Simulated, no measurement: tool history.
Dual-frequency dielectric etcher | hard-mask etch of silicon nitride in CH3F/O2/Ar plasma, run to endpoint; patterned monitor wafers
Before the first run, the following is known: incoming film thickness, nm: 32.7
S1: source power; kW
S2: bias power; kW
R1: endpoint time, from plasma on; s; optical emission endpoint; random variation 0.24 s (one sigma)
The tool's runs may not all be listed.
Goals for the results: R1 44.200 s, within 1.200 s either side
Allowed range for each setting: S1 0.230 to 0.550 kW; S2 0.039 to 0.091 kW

run  hour     S1     S2      R1
  1   0.0  0.390  0.065  50.199
  2   2.4  0.390  0.059  51.951
  3   8.5  0.400  0.060  51.416
  4  17.0  0.460  0.060  48.652
  5  25.5  0.390  0.060  51.651
  6  28.4  0.430  0.060  50.060
  7  35.1  0.440  0.061  49.180
  8  38.6  0.450  0.062  48.606
  9  40.1  0.460  0.063  48.186
 10  44.2  0.470  0.064  48.060
 11  51.2  0.480  0.065  46.941
 12  54.4  0.490  0.066  46.574

Which one of the following 4 next-run settings gets every result inside its allowed miss? There is exactly one.
  A  57.6  0.470  0.063   ?
  B  57.6  0.500  0.076   ?
  C  57.6  0.430  0.070   ?
  D  57.6  0.410  0.055   ?

move      R1
   A  47.946
   B  44.334
   C  47.873
   D  52.270
A: lands further from the targets than the last run did
B: all results in spec
C: lands further from the targets than the last run did
D: lands further from the targets than the last run did
The move that meets every target is B.

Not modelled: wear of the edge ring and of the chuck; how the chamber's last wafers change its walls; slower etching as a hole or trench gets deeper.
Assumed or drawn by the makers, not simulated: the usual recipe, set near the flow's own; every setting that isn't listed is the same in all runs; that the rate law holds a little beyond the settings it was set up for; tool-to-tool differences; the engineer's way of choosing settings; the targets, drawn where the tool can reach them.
